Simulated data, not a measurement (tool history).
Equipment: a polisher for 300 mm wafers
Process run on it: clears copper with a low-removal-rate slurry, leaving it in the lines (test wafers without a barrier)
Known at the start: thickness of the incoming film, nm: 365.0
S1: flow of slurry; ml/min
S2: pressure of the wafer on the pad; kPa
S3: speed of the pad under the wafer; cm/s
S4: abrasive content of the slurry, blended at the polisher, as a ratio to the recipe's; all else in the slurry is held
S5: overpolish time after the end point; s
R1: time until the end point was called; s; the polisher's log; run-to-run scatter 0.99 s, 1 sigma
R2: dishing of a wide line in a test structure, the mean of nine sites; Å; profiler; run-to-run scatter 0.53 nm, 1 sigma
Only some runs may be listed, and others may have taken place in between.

run	hour	S1	S2	S3	S4	S5	R1	R2
1	0.0	205	15.2	118	1.00	13	131.100	272.96
2	1.9	205	16.5	118	1.00	14	124.500	303.20
3	8.6	205	18.6	118	1.00	15	108.040	357.36
4	14.8	205	19.3	118	1.00	15	104.670	367.26
5	16.3	205	20.0	118	1.00	15	101.330	377.97
# hour 17.5: worn pad replaced by a new one
6	17.5	205	20.0	118	1.15	15	92.702	404.59
7	22.3	210	20.7	118	1.15	16	89.317	452.13

What does the tool deliver on the next run?
8	28.4	210	20.7	118	1.15	16	?	?

R1: 89.166 s
R2: 436.22 Å
